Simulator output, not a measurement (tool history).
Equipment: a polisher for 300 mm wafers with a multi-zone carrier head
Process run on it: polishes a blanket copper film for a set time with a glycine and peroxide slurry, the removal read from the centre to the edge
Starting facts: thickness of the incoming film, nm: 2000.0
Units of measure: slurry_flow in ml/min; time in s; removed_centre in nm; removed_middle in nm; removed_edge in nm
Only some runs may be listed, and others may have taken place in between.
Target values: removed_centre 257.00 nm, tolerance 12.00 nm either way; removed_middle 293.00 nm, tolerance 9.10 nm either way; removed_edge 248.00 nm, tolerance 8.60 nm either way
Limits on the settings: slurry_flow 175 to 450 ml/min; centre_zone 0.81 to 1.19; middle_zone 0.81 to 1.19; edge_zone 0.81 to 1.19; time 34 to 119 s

Run 1, hour 0.0: slurry_flow 290 ml/min, centre_zone 1.00, middle_zone 1.00, edge_zone 1.00, time 76 s. Result: removed_centre 367.80 nm, removed_middle 353.77 nm, removed_edge 354.70 nm.
Run 2, hour 8.6: slurry_flow 290 ml/min, centre_zone 0.99, middle_zone 1.01, edge_zone 0.98, time 73 s. Result: removed_centre 359.16 nm, removed_middle 349.99 nm, removed_edge 337.20 nm.
Run 3, hour 12.6: slurry_flow 290 ml/min, centre_zone 0.97, middle_zone 1.01, edge_zone 0.97, time 71 s. Result: removed_centre 333.20 nm, removed_middle 329.24 nm, removed_edge 331.32 nm.
Run 4, hour 19.6: slurry_flow 290 ml/min, centre_zone 0.97, middle_zone 1.03, edge_zone 0.96, time 69 s. Result: removed_centre 315.77 nm, removed_middle 328.27 nm, removed_edge 319.52 nm.
Run 5, hour 22.1: slurry_flow 290 ml/min, centre_zone 0.98, middle_zone 1.04, edge_zone 0.95, time 67 s. Result: removed_centre 310.80 nm, removed_middle 320.17 nm, removed_edge 311.39 nm.
Run 6, hour 27.2: slurry_flow 290 ml/min, centre_zone 0.99, middle_zone 1.06, edge_zone 0.93, time 65 s. Result: removed_centre 310.92 nm, removed_middle 322.75 nm, removed_edge 292.71 nm.
Run 7, hour 29.1: slurry_flow 290 ml/min, centre_zone 0.98, middle_zone 1.06, edge_zone 0.92, time 64 s. Result: removed_centre 296.26 nm, removed_middle 310.81 nm, removed_edge 292.02 nm.
Run 8, hour 37.1: slurry_flow 290 ml/min, centre_zone 0.98, middle_zone 1.07, edge_zone 0.91, time 63 s. Result: removed_centre 300.08 nm, removed_middle 315.95 nm, removed_edge 283.51 nm.
Run 9, hour 42.5: slurry_flow 290 ml/min, centre_zone 0.97, middle_zone 1.07, edge_zone 0.90, time 62 s. Result: removed_centre 286.74 nm, removed_middle 306.14 nm, removed_edge 284.68 nm.
Run 10, hour 47.3: slurry_flow 290 ml/min, centre_zone 0.97, middle_zone 1.08, edge_zone 0.89, time 61 s. Result: removed_centre 284.91 nm, removed_middle 304.43 nm, removed_edge 273.20 nm.

Next run, 5 choices. One meets every target within its allowed miss, the rest don't. Which?
Run A, hour 52.1: slurry_flow 240 ml/min, centre_zone 0.86, middle_zone 0.97, edge_zone 1.02, time 63 s. Result: removed_centre ?, removed_middle ?, removed_edge ?.
Run B, hour 52.1: slurry_flow 275 ml/min, centre_zone 0.81, middle_zone 0.90, edge_zone 0.94, time 68 s. Result: removed_centre ?, removed_middle ?, removed_edge ?.
Run C, hour 52.1: slurry_flow 330 ml/min, centre_zone 1.02, middle_zone 0.96, edge_zone 0.93, time 65 s. Result: removed_centre ?, removed_middle ?, removed_edge ?.
Run D, hour 52.1: slurry_flow 275 ml/min, centre_zone 1.01, middle_zone 1.04, edge_zone 0.85, time 58 s. Result: removed_centre ?, removed_middle ?, removed_edge ?.
Run E, hour 52.1: slurry_flow 385 ml/min, centre_zone 1.00, middle_zone 1.19, edge_zone 0.97, time 53 s. Result: removed_centre ?, removed_middle ?, removed_edge ?.

move  removed_centre  removed_middle  removed_edge
   A          255.71          279.44        299.24
   B          263.53          287.20        314.05
   C          323.56          294.00        302.09
   D          281.07          276.33        255.33
   E          262.40          291.30        252.76
A: moves away from the targets compared with the last run
B: moves away from the targets compared with the last run
C: moves away from the targets compared with the last run
D: brings the result that was furthest off to its target, and leaves another outside
E: meets every target
The move that meets every target is E.
